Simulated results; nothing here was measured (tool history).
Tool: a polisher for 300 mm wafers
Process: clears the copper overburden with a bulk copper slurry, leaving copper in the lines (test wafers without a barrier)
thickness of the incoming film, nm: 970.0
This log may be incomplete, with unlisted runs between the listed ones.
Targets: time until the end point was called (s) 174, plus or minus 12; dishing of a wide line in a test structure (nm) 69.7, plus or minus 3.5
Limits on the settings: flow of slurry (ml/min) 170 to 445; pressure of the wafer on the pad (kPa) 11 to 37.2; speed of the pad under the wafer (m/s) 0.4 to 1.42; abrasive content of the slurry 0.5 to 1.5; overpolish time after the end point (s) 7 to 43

run  hour  flow of slurry (ml/min)  pressure of the wafer on the pad (kPa)  speed of the pad under the wafer (m/s)  abrasive content of the slurry  overpolish time after the end point (s)  time until the end point was called (s)  dishing of a wide line in a test structure (nm)
  1     0                      285                                    24.1                                     0.9                               1                                       22                                   102.41                                           74.154
  2   2.8                      315                                    24.1                                     0.9                               1                                       22                                    103.7                                           72.132
  3   6.8                      315                                    24.1                                    0.98                               1                                       22                                   96.984                                           73.146
  4  13.5                      315                                    24.1                                    0.86                               1                                       22                                   112.15                                           71.085
  5  14.1                      315                                    24.1                                    0.86                             0.8                                       22                                   113.17                                           68.544
  6  18.5                      305                                    21.4                                    0.84                            0.85                                       26                                   131.17                                           70.062
  7  19.2                      300                                    15.2                                     0.8                            0.85                                       32                                   190.74                                           65.082
  8  20.4                      300                                    15.9                                     0.8                            0.85                                       33                                   184.23                                           65.415

Which of these 5 next moves meets every target?
  A  21.6                      220                                    16.5                                    0.66                            0.95                                       32                                        ?                                                ?
  B  21.6                      295                                    14.5                                    0.76                            0.95                                       37                                        ?                                                ?
  C  21.6                      315                                    15.2                                    0.78                            0.85                                       28                                        ?                                                ?
  D  21.6                      315                                    13.8                                    0.76                            1.15                                       43                                        ?                                                ?
  E  21.6                      350                                    16.5                                    0.82                             0.8                                       37                                        ?                                                ?

move  time until the end point was called (s)  dishing of a wide line in a test structure (nm)
   A                                   211.42                                           62.375
   B                                   200.91                                            65.57
   C                                   191.11                                           61.104
   D                                   199.19                                           67.799
   E                                   168.08                                           69.649
A: lands further from the targets than the last run did
B: lands further from the targets than the last run did
C: lands further from the targets than the last run did
D: the worst result of the last run now meets its target, but another is out of spec
E: every result lands within tolerance
E is the move that brings every result within its allowed miss.
